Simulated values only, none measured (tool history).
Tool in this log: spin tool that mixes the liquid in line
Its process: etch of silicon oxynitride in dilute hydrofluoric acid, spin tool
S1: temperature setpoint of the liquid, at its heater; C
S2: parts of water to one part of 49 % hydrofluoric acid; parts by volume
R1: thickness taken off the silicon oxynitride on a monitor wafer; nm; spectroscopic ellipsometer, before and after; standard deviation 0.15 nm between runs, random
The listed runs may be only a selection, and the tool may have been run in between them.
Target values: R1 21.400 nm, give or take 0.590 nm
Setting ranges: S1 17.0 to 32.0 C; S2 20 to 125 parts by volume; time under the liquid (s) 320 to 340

run 1 hour=0.0 | S1=24.0 S2=70 time_under_the_liquid_(s)=320 | R1=13.103
run 2 hour=1.3 | S1=24.0 S2=80 time_under_the_liquid_(s)=320 | R1=11.214
run 3 hour=6.2 | S1=24.0 S2=80 time_under_the_liquid_(s)=340 | R1=12.002
run 4 hour=12.3 | S1=26.5 S2=75 time_under_the_liquid_(s)=340 | R1=14.363
run 5 hour=16.0 | S1=26.5 S2=95 time_under_the_liquid_(s)=340 | R1=11.192
run 6 hour=17.8 | S1=28.5 S2=85 time_under_the_liquid_(s)=340 | R1=13.835
run 7 hour=19.6 | S1=32.0 S2=60 time_under_the_liquid_(s)=340 | R1=23.537
run 8 hour=23.5 | S1=31.5 S2=60 time_under_the_liquid_(s)=340 | R1=23.092
run 9 hour=29.5 | S1=31.0 S2=60 time_under_the_liquid_(s)=340 | R1=22.628

Pick the move, out of 4, that brings all results within their allowed miss; only one does.
run A hour=35.5 | S1=29.0 S2=55 time_under_the_liquid_(s)=320 | R1=?
run B hour=35.5 | S1=31.5 S2=65 time_under_the_liquid_(s)=320 | R1=?
run C hour=35.5 | S1=32.0 S2=60 time_under_the_liquid_(s)=340 | R1=?
run D hour=35.5 | S1=29.5 S2=60 time_under_the_liquid_(s)=320 | R1=?

move=A R1=21.288
move=B R1=20.002
move=C R1=23.684
move=D R1=19.873
A: every result within its allowed miss
B: takes the result that was furthest off past its target
C: moves away from the targets compared with the last run
D: takes the result that was furthest off past its target
Answer: A
